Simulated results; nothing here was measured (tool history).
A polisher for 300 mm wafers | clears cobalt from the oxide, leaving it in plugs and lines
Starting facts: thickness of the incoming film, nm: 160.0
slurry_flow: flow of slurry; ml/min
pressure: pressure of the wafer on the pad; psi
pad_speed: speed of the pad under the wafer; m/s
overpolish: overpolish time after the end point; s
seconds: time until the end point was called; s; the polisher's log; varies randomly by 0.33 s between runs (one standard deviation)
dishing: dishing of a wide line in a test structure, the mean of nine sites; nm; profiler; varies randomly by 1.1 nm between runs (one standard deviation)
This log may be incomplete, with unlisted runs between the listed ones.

run  hour  slurry_flow  pressure  pad_speed  overpolish  seconds  dishing
  1   0.0          295       2.1       1.26          22   28.363   71.745
  2   2.7          295       2.2       1.26          24   27.752   76.036
  3  11.0          295       2.3       1.26          26   26.116   79.204
  4  15.5          295       2.0       1.26          26   30.550   74.482
  5  16.3          295       2.2       1.26          28   27.279   80.531
  6  21.4          295       2.7       1.26          28   22.501   84.229

Forecast run 7:
  7  24.0          295       2.7       1.28          30        ?        ?

{"run 7": {"seconds": 21.422, "dishing": 90.591}}
